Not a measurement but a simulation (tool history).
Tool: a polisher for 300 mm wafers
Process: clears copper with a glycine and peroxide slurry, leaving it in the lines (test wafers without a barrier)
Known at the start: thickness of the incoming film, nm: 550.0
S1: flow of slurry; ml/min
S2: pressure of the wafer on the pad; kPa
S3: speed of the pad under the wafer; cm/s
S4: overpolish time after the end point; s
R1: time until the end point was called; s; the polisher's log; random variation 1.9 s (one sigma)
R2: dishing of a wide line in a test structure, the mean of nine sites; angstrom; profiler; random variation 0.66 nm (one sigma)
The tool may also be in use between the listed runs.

| run | day | S1 | S2 | S3 | S4 | R1 | R2 |
|---|---|---|---|---|---|---|---|
| 1 | 0.000 | 120 | 17.9 | 86 | 9 | 111.04 | 321.96 |
| 2 | 0.200 | 115 | 16.5 | 84 | 10 | 121.12 | 330.37 |
| 3 | 0.417 | 105 | 16.5 | 84 | 10 | 124.11 | 315.00 |
| 4 | 0.792 | 90 | 16.5 | 84 | 10 | 126.14 | 317.53 |
| 5 | 1.029 | 90 | 15.2 | 82 | 11 | 135.87 | 327.45 |
| 6 | 1.083 | 75 | 15.2 | 82 | 11 | 140.79 | 303.09 |
| 7 | 1.433 | 75 | 14.5 | 82 | 11 | 146.76 | 302.29 |
| 8 | 1.792 | 75 | 13.8 | 82 | 11 | 154.20 | 292.15 |
| 9 | 2.112 | 75 | 13.1 | 82 | 11 | 157.13 | 280.16 |
| 10 | 2.354 | 70 | 8.3 | 76 | 15 | 230.63 | 274.65 |
| 11 | 2.475 | 75 | 8.3 | 76 | 15 | 225.73 | 274.92 |
| 12 | 2.700 | 80 | 8.3 | 76 | 15 | 224.61 | 270.74 |

Run 13 comes next. What will it give?
| 13 | 3.012 | 110 | 10.3 | 76 | 15 | ? | ? |

{"run 13": {"R1": 181.76, "R2": 327.54}}

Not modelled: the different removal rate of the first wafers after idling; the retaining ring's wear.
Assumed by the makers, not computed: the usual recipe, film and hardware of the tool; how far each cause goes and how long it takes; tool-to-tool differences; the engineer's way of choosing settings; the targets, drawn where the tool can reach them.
